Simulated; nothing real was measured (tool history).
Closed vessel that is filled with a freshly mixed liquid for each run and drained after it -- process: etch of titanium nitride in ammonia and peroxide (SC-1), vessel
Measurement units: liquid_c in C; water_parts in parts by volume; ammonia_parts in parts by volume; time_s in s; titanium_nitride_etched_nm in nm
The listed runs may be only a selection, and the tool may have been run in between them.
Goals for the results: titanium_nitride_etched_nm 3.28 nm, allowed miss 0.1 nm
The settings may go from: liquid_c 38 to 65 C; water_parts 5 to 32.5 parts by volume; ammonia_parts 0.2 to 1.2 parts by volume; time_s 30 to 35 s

run,hour,liquid_c,water_parts,ammonia_parts,time_s,titanium_nitride_etched_nm
1,0,49,18,0.75,35,1.7547
2,5.4,51,18,0.75,35,2.0127
3,8.1,51,14,0.75,35,2.3167
4,8.8,52,14,0.75,35,2.5308
5,14.2,53,14,0.75,35,2.6741
6,20.9,53.5,14,0.75,35,2.7801
7,29.3,54,14,0.75,35,2.8587
8,32.6,54.5,14,0.75,35,2.9422
9,35,55,14,0.75,35,3.1043

4 next moves are on the table. One of them brings every result within its allowed miss. Which?
A,37.4,56.5,17.5,0.6,35,?
B,37.4,56.5,14,0.6,35,?
C,37.4,58,11.5,0.25,30,?
D,37.4,56,17,0.9,35,?

move,titanium_nitride_etched_nm
A,2.9595
B,3.3417
C,3.0029
D,3.1219
A: moves away from the targets compared with the last run
B: every result within its allowed miss
C: moves away from the targets compared with the last run
D: gains on the last run, yet a result remains outside its allowed miss
The right move is B.
